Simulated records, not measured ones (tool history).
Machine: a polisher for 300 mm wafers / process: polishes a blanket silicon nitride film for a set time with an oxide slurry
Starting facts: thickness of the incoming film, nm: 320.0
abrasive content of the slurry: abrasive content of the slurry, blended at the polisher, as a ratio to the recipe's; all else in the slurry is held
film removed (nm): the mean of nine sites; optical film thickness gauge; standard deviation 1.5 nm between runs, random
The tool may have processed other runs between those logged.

| run | day | flow of slurry (ml/min) | pressure of the wafer on the pad (kPa) | speed of the pad under the wafer (m/s) | abrasive content of the slurry | polishing time (s) | film removed (nm) |
|---|---|---|---|---|---|---|---|
| 1 | 0.000 | 305 | 31.7 | 1.02 | 1.0 | 98 | 89.583 |
| 2 | 0.067 | 305 | 28.3 | 1.02 | 1.0 | 98 | 80.034 |
| 3 | 0.325 | 305 | 33.8 | 1.04 | 1.0 | 98 | 95.479 |
| 4 | 0.488 | 305 | 40.7 | 1.04 | 1.0 | 98 | 114.940 |
| 5 | 0.800 | 305 | 42.7 | 1.08 | 1.0 | 98 | 125.490 |
| 6 | 1.171 | 305 | 42.7 | 1.20 | 1.0 | 98 | 137.060 |

Run 7, settings as shown, results not yet in. Your forecast:
| 7 | 1.542 | 305 | 44.1 | 1.20 | 1.0 | 98 | ? |

film removed (nm): 142.690
